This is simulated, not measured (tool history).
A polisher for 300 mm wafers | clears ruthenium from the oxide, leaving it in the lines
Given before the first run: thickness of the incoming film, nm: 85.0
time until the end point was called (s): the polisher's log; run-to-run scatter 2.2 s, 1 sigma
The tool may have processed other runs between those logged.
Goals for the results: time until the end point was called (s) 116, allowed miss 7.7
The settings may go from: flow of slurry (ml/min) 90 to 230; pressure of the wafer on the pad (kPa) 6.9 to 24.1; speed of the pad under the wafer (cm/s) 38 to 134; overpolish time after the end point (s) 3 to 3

run  hour  flow of slurry (ml/min)  pressure of the wafer on the pad (kPa)  speed of the pad under the wafer (cm/s)  overpolish time after the end point (s)  time until the end point was called (s)
  1     0                      150                                    15.2                                       86                                        3                                   79.805
  2   2.6                      150                                    13.8                                       84                                        3                                   88.167
  3   7.8                      150                                    13.8                                       92                                        3                                   79.921
  4  14.4                      150                                    12.4                                       90                                        3                                   94.554
  5  15.1                      150                                    15.2                                       90                                        3                                   77.222
  6  20.5                      150                                    15.2                                       72                                        3                                   94.474
  7  29.2                      150                                    14.5                                       72                                        3                                   97.512
  8  32.2                      150                                    13.8                                       72                                        3                                   106.15

4 candidate next runs follow, results not yet known. Just one meets every target within its allowed miss. Identify it.
  A  35.2                      150                                    13.8                                       56                                        3                                        ?
  B  35.2                      150                                    13.1                                       60                                        3                                        ?
  C  35.2                      140                                    11.7                                       62                                        3                                        ?
  D  35.2                      170                                    13.8                                       64                                        3                                        ?

move  time until the end point was called (s)
   A                                    133.6
   B                                   131.54
   C                                   144.15
   D                                   114.77
A: takes the biggest miss from the last run beyond its target
B: takes the biggest miss from the last run beyond its target
C: takes the biggest miss from the last run beyond its target
D: all results land within tolerance of their targets
Go with D: it meets all targets.
